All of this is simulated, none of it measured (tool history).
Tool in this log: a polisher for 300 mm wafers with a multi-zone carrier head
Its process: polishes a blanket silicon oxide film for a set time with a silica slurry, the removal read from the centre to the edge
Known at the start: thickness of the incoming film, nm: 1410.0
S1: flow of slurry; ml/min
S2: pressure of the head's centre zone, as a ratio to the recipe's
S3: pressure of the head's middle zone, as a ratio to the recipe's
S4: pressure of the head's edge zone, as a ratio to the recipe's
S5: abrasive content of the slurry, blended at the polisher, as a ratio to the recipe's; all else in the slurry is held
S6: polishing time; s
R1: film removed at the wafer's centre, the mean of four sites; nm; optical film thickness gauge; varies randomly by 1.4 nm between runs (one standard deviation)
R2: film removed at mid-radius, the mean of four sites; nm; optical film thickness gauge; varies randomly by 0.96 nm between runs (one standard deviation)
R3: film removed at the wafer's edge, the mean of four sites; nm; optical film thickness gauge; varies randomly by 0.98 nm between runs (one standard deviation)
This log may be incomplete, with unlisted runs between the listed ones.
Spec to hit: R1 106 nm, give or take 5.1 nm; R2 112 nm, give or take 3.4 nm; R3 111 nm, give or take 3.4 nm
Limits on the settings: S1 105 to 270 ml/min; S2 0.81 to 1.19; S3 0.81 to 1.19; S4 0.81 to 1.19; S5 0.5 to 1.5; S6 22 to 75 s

run,hour,S1,S2,S3,S4,S5,S6,R1,R2,R3
1,0,175,1,1,1,1,48,129.38,133.16,131.82
2,7.4,170,0.99,0.99,0.99,1,48,128.02,133.16,130.95
3,16,170,0.99,0.99,0.92,1,48,126.17,130.8,125.19
4,16.7,165,0.98,0.98,0.91,1,48,128.1,129.67,125.14
5,25.6,165,0.97,0.98,0.91,1,48,125.16,127.86,127.09
6,26.9,165,0.97,1.03,0.91,1,48,128.85,137.5,124.22
7,28.1,165,0.96,1.02,0.9,1,48,124.75,134.16,124.48
8,32.9,165,0.95,1.01,0.89,1,48,123.99,133.55,124.26
9,34.7,165,0.95,1,0.88,1,48,125.22,130.75,123.48
10,37.1,165,0.94,1,0.88,1,48,123.67,132.79,126.23
11,41.3,160,0.94,1,0.88,1,48,123.75,132.11,122.3
12,47.1,115,0.85,0.9,0.85,0.9,48,100.06,108.18,112.62

Exactly one of the 4 candidate moves below puts every result within its allowed miss. Which one?
A,52.9,135,0.95,0.98,0.81,1.05,41,?,?,?
B,52.9,115,0.89,0.92,0.82,0.95,47,?,?,?
C,52.9,155,0.94,0.91,0.93,0.75,50,?,?,?
D,52.9,125,1.04,0.98,0.81,1,46,?,?,?

move,R1,R2,R3
A,106.06,110.78,101.76
B,105.18,111.71,109.59
C,108.06,107,110.81
D,125.57,119.84,110.49
A: brings the last run's worst result on target, with another outside its allowed miss
B: every result lands within tolerance
C: brings the last run's worst result on target, with another outside its allowed miss
D: moves the result that the last run missed by most past its target, out the other side
The right move is B.

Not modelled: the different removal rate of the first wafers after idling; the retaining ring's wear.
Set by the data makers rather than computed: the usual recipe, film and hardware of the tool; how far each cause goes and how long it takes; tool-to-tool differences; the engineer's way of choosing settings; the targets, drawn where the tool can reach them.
